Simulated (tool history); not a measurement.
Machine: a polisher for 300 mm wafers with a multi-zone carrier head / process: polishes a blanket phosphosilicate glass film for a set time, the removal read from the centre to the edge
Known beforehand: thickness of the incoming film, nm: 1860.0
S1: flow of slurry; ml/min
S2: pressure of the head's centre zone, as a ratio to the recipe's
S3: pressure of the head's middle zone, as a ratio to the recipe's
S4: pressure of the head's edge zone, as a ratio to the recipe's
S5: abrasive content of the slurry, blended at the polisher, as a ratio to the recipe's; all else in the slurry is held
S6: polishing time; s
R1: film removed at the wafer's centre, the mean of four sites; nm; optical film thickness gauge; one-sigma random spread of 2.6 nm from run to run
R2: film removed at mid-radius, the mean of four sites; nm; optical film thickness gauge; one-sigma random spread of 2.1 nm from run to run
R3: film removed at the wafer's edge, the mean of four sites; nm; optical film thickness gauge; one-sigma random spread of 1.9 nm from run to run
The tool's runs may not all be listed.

| run | hour | S1 | S2 | S3 | S4 | S5 | S6 | R1 | R2 | R3 |
|---|---|---|---|---|---|---|---|---|---|---|
| 1 | 0.0 | 305 | 1.00 | 1.00 | 1.00 | 1.00 | 35 | 388.98 | 355.61 | 359.33 |
| 2 | 0.9 | 305 | 1.00 | 1.00 | 0.92 | 1.00 | 35 | 385.62 | 358.70 | 347.87 |
| 3 | 8.6 | 305 | 1.00 | 0.93 | 0.92 | 1.00 | 35 | 387.00 | 341.03 | 347.73 |
| 4 | 15.0 | 305 | 1.00 | 0.89 | 0.92 | 1.00 | 35 | 387.07 | 331.03 | 351.71 |
| 5 | 21.1 | 305 | 1.00 | 0.92 | 0.92 | 1.00 | 35 | 386.30 | 338.16 | 349.80 |
| 6 | 24.9 | 295 | 0.94 | 0.89 | 0.92 | 0.85 | 35 | 328.08 | 299.52 | 316.49 |
| 7 | 28.8 | 240 | 0.84 | 0.81 | 0.91 | 0.65 | 35 | 232.02 | 225.58 | 250.15 |

For run 8, what comes out?
| 8 | 34.6 | 325 | 0.84 | 0.84 | 0.99 | 0.65 | 35 | ? | ? | ? |

R1: 241.85 nm
R2: 237.99 nm
R3: 268.55 nm
